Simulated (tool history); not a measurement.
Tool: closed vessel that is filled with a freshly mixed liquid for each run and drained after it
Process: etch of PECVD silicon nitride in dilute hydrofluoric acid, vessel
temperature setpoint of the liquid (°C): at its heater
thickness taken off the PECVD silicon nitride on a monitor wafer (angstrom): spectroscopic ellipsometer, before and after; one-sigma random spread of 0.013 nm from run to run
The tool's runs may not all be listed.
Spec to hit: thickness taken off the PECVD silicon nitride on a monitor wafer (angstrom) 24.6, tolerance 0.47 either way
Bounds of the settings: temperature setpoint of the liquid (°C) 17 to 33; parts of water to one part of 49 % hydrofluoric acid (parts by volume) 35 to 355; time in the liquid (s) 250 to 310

| run | hour | temperature setpoint of the liquid (°C) | parts of water to one part of 49 % hydrofluoric acid (parts by volume) | time in the liquid (s) | thickness taken off the PECVD silicon nitride on a monitor wafer (angstrom) |
|---|---|---|---|---|---|
| 1 | 0 | 25 | 195 | 310 | 34.817 |
| 2 | 3.9 | 25 | 195 | 250 | 28.116 |
| 3 | 6.9 | 25 | 245 | 250 | 22.515 |
| 4 | 16 | 25 | 245 | 250 | 22.24 |
| 5 | 22.3 | 25 | 245 | 310 | 27.751 |
| 6 | 25.1 | 24.5 | 245 | 310 | 26.895 |
| 7 | 30.3 | 24 | 245 | 310 | 25.874 |
| 8 | 36.4 | 23.5 | 245 | 310 | 25.348 |

Which one of the following 4 next-run settings gets every result inside its allowed miss? There is exactly one.
| A | 42.5 | 24.5 | 225 | 270 | ? |
| B | 42.5 | 23 | 225 | 300 | ? |
| C | 42.5 | 19.5 | 200 | 300 | ? |
| D | 42.5 | 25.5 | 255 | 275 | ? |

| move | thickness taken off the PECVD silicon nitride on a monitor wafer (angstrom) |
|---|---|
| A | 25.267 |
| B | 25.551 |
| C | 22.866 |
| D | 24.166 |
A: nearer the targets than the last run, but a result is still out of spec
B: misses by more than the last run did
C: pushes the last run's worst result past its target
D: every result lands within tolerance
Answer: D

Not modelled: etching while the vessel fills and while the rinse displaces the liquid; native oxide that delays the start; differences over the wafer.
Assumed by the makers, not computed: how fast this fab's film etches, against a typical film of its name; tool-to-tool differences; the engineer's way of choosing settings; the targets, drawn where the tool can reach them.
